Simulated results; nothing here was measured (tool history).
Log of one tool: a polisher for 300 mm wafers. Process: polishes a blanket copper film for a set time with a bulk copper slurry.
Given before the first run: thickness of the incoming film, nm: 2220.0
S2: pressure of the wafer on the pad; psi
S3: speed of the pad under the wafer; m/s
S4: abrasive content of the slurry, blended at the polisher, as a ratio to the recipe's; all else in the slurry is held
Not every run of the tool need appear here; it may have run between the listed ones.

Run 1, day 0: flow of slurry (ml/min) 210, S2 1.9 psi, S3 1.14 m/s, S4 1, polishing time (s) 37. Result: film removed (angstrom) 2236.8.
Run 2, day 0.075: flow of slurry (ml/min) 210, S2 1.7 psi, S3 1.12 m/s, S4 1, polishing time (s) 37. Result: film removed (angstrom) 1971.
Run 3, day 0.383: flow of slurry (ml/min) 210, S2 1.5 psi, S3 1.12 m/s, S4 1, polishing time (s) 37. Result: film removed (angstrom) 1820.7.
Run 4, day 0.425: flow of slurry (ml/min) 210, S2 1.5 psi, S3 1.12 m/s, S4 1, polishing time (s) 33. Result: film removed (angstrom) 1611.8.
Run 5, day 0.483: flow of slurry (ml/min) 190, S2 1.5 psi, S3 1.12 m/s, S4 1, polishing time (s) 33. Result: film removed (angstrom) 1582.
Run 6, day 0.617: flow of slurry (ml/min) 180, S2 1.4 psi, S3 1.12 m/s, S4 1, polishing time (s) 33. Result: film removed (angstrom) 1504.
Run 7, day 0.954: flow of slurry (ml/min) 175, S2 1.3 psi, S3 1.12 m/s, S4 1, polishing time (s) 33. Result: film removed (angstrom) 1380.4.
Run 8, day 1.096: flow of slurry (ml/min) 170, S2 1.3 psi, S3 1.12 m/s, S4 1, polishing time (s) 33. Result: film removed (angstrom) 1408.7.
Run 9, day 1.2: flow of slurry (ml/min) 165, S2 1.3 psi, S3 1.12 m/s, S4 1, polishing time (s) 33. Result: film removed (angstrom) 1389.3.
Run 10, day 1.525: flow of slurry (ml/min) 160, S2 1.3 psi, S3 1.12 m/s, S4 1, polishing time (s) 33. Result: film removed (angstrom) 1390.7.

The next listed run, before its measurement:
Run 11, day 1.817: flow of slurry (ml/min) 155, S2 1.2 psi, S3 1.12 m/s, S4 1, polishing time (s) 33. Result: film removed (angstrom) ?.

film removed (angstrom): 1319.6

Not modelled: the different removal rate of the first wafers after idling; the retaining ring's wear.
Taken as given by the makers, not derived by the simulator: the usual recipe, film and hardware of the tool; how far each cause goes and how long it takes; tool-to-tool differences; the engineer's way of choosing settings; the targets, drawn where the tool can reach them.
